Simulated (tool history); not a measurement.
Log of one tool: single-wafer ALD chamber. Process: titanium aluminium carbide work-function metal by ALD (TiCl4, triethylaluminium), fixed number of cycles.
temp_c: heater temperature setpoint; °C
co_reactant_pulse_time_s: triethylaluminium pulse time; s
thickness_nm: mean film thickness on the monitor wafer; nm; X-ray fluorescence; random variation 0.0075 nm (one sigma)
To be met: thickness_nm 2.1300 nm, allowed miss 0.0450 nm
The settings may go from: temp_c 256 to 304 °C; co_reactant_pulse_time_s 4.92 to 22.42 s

Run 1, day 0.000: temp_c 280 °C, co_reactant_pulse_time_s 13.67 s. Result: thickness_nm 1.8623 nm.
Run 2, day 0.300: temp_c 286 °C, co_reactant_pulse_time_s 15.10 s. Result: thickness_nm 1.9534 nm.
Run 3, day 0.346: temp_c 286 °C, co_reactant_pulse_time_s 17.68 s. Result: thickness_nm 1.9668 nm.
Run 4, day 0.412: temp_c 286 °C, co_reactant_pulse_time_s 13.92 s. Result: thickness_nm 1.9369 nm.
Run 5, day 0.667: temp_c 286 °C, co_reactant_pulse_time_s 11.09 s. Result: thickness_nm 1.8441 nm.
Run 6, day 0.992: temp_c 290 °C, co_reactant_pulse_time_s 12.63 s. Result: thickness_nm 1.9523 nm.
Run 7, day 1.346: temp_c 293 °C, co_reactant_pulse_time_s 12.98 s. Result: thickness_nm 1.9960 nm.
Run 8, day 1.646: temp_c 295 °C, co_reactant_pulse_time_s 13.23 s. Result: thickness_nm 2.0089 nm.
Run 9, day 1.892: temp_c 297 °C, co_reactant_pulse_time_s 13.59 s. Result: thickness_nm 2.0404 nm.
Run 10, day 2.188: temp_c 299 °C, co_reactant_pulse_time_s 13.83 s. Result: thickness_nm 2.0522 nm.

Which of these 4 next moves meets every target?
Run A, day 2.483: temp_c 301 °C, co_reactant_pulse_time_s 12.26 s. Result: thickness_nm ?.
Run B, day 2.483: temp_c 296 °C, co_reactant_pulse_time_s 13.60 s. Result: thickness_nm ?.
Run C, day 2.483: temp_c 302 °C, co_reactant_pulse_time_s 16.20 s. Result: thickness_nm ?.
Run D, day 2.483: temp_c 294 °C, co_reactant_pulse_time_s 16.83 s. Result: thickness_nm ?.

move  thickness_nm
   A        2.0531
   B        2.0394
   C        2.1400
   D        2.0624
A: as far off as the last run
B: further off than the last run
C: meets every target
D: nearer than the last run, and not there yet
The right move is C.
